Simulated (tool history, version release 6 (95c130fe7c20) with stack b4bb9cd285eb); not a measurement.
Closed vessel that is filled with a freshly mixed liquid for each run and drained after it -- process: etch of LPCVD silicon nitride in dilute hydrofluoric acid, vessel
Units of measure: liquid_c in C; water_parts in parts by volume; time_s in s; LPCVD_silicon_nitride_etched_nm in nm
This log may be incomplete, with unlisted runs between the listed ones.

run    day  liquid_c  water_parts  time_s  LPCVD_silicon_nitride_etched_nm
  1      0        22          295    3135                           3.8279
  2  0.333        22          295    3135                           3.8954
  3  0.496      21.5          300    3135                           3.6842
  4  0.662      21.5          300    3340                           4.0969
  5  0.775        19          300    3340                            3.433
  6  0.825      22.5          300    3340                           4.2071

Expected results for the next run?
  7  0.871        22          310    3335                                ?

{"run 7": {"LPCVD_silicon_nitride_etched_nm": 3.9179}}

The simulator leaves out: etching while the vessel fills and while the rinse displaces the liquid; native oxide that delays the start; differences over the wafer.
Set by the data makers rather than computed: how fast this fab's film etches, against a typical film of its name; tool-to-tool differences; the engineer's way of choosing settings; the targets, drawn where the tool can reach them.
